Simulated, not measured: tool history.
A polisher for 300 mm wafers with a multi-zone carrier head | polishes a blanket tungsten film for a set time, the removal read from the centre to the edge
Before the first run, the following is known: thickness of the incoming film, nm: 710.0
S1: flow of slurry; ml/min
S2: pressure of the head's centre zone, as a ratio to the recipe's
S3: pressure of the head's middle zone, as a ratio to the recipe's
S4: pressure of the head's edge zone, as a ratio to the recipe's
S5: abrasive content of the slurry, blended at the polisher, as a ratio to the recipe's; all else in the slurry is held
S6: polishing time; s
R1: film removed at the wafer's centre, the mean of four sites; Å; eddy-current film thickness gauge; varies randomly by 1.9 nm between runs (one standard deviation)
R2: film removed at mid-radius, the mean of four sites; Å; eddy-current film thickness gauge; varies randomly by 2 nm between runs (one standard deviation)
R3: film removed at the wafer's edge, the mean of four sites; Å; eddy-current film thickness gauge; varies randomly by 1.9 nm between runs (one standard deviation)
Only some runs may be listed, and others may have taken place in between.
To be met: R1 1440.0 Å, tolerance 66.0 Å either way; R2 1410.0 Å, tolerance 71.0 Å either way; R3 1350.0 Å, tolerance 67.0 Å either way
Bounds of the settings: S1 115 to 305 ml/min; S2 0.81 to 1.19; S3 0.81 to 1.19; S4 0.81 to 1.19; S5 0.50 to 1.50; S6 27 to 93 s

{"run": 1, "day": 0.0, "S1": 195, "S2": 1.0, "S3": 1.0, "S4": 1.0, "S5": 1.0, "S6": 59, "R1": 2673.4, "R2": 2689.5, "R3": 2708.7}
{"run": 2, "day": 0.25, "S1": 230, "S2": 1.0, "S3": 1.0, "S4": 1.0, "S5": 1.0, "S6": 59, "R1": 2685.6, "R2": 2749.8, "R3": 2733.3}
{"run": 3, "day": 0.279, "S1": 185, "S2": 1.0, "S3": 1.0, "S4": 1.0, "S5": 1.0, "S6": 59, "R1": 2608.6, "R2": 2714.1, "R3": 2763.9}
{"run": 4, "day": 0.346, "S1": 195, "S2": 1.0, "S3": 0.99, "S4": 0.98, "S5": 0.9, "S6": 52, "R1": 2296.7, "R2": 2348.3, "R3": 2416.6}
{"run": 5, "day": 0.671, "S1": 180, "S2": 1.02, "S3": 0.99, "S4": 0.94, "S5": 0.8, "S6": 46, "R1": 2044.1, "R2": 1984.2, "R3": 1961.2}
{"run": 6, "day": 0.888, "S1": 135, "S2": 1.02, "S3": 0.99, "S4": 0.94, "S5": 0.8, "S6": 46, "R1": 1965.0, "R2": 1931.5, "R3": 1947.9}
{"run": 7, "day": 1.25, "S1": 140, "S2": 1.02, "S3": 0.99, "S4": 0.93, "S5": 0.75, "S6": 43, "R1": 1879.6, "R2": 1801.1, "R3": 1794.0}
{"run": 8, "day": 1.338, "S1": 140, "S2": 1.01, "S3": 0.99, "S4": 0.92, "S5": 0.7, "S6": 41, "R1": 1720.5, "R2": 1712.8, "R3": 1684.0}
{"run": 9, "day": 1.629, "S1": 145, "S2": 1.01, "S3": 0.98, "S4": 0.91, "S5": 0.65, "S6": 39, "R1": 1648.9, "R2": 1642.9, "R3": 1584.8}
{"run": 10, "day": 1.929, "S1": 145, "S2": 1.01, "S3": 0.97, "S4": 0.9, "S5": 0.6, "S6": 38, "R1": 1558.8, "R2": 1530.0, "R3": 1560.4}
{"run": 11, "day": 2.158, "S1": 145, "S2": 1.01, "S3": 0.98, "S4": 0.89, "S5": 0.6, "S6": 37, "R1": 1544.5, "R2": 1469.0, "R3": 1543.8}
{"run": 12, "day": 2.246, "S1": 140, "S2": 1.02, "S3": 1.0, "S4": 0.9, "S5": 0.6, "S6": 36, "R1": 1525.1, "R2": 1489.3, "R3": 1467.1}
{"run": 13, "day": 2.467, "S1": 140, "S2": 1.02, "S3": 1.01, "S4": 0.89, "S5": 0.6, "S6": 36, "R1": 1527.2, "R2": 1518.4, "R3": 1439.0}
{"run": 14, "day": 2.504, "S1": 140, "S2": 1.02, "S3": 1.01, "S4": 0.88, "S5": 0.6, "S6": 36, "R1": 1526.1, "R2": 1471.9, "R3": 1452.7}
{"run": 15, "day": 2.596, "S1": 140, "S2": 1.02, "S3": 1.02, "S4": 0.87, "S5": 0.6, "S6": 36, "R1": 1496.8, "R2": 1525.8, "R3": 1466.1}
{"run": 16, "day": 2.904, "S1": 140, "S2": 1.03, "S3": 1.02, "S4": 0.87, "S5": 0.6, "S6": 36, "R1": 1548.5, "R2": 1513.8, "R3": 1436.2}

Which one of the following 4 next-run settings gets every result inside its allowed miss? There is exactly one.
{"run": "A", "day": 3.212, "S1": 145, "S2": 1.05, "S3": 0.85, "S4": 0.87, "S5": 0.7, "S6": 38, "R1": "?", "R2": "?", "R3": "?"}
{"run": "B", "day": 3.212, "S1": 135, "S2": 1.03, "S3": 1.01, "S4": 0.85, "S5": 0.65, "S6": 34, "R1": "?", "R2": "?", "R3": "?"}
{"run": "C", "day": 3.212, "S1": 185, "S2": 0.97, "S3": 1.1, "S4": 0.84, "S5": 0.6, "S6": 35, "R1": "?", "R2": "?", "R3": "?"}
{"run": "D", "day": 3.212, "S1": 150, "S2": 1.08, "S3": 1.05, "S4": 0.9, "S5": 0.55, "S6": 38, "R1": "?", "R2": "?", "R3": "?"}

move=A R1=1660.2 R2=1381.1 R3=1582.0
move=B R1=1432.9 R2=1403.3 R3=1380.9
move=C R1=1432.5 R2=1594.7 R3=1437.7
move=D R1=1672.1 R2=1610.4 R3=1558.7
A: moves away from the targets compared with the last run
B: all results in spec
C: brings the last run's worst result on target, with another outside its allowed miss
D: moves away from the targets compared with the last run
The move that meets every target is B.
